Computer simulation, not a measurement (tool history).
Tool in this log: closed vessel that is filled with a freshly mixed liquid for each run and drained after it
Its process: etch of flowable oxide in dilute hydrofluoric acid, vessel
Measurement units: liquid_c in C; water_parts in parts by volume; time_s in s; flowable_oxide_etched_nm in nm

run  hour  liquid_c  water_parts  time_s  flowable_oxide_etched_nm
  1   0.0      23.0          125      30                    8.4768
  2   9.0      24.5          115      30                    9.8971
  3  12.1      24.5          115      30                    9.8419
  4  16.8      24.5          115      30                    9.8151
  5  17.7      26.0          105      30                   11.4110
  6  18.8      26.0          135      30                    8.7470
  7  26.5      27.0          120      30                   10.2360

The next listed run, before its measurement:
  8  35.3      28.0          110      30                         ?

flowable_oxide_etched_nm: 11.8270 nm
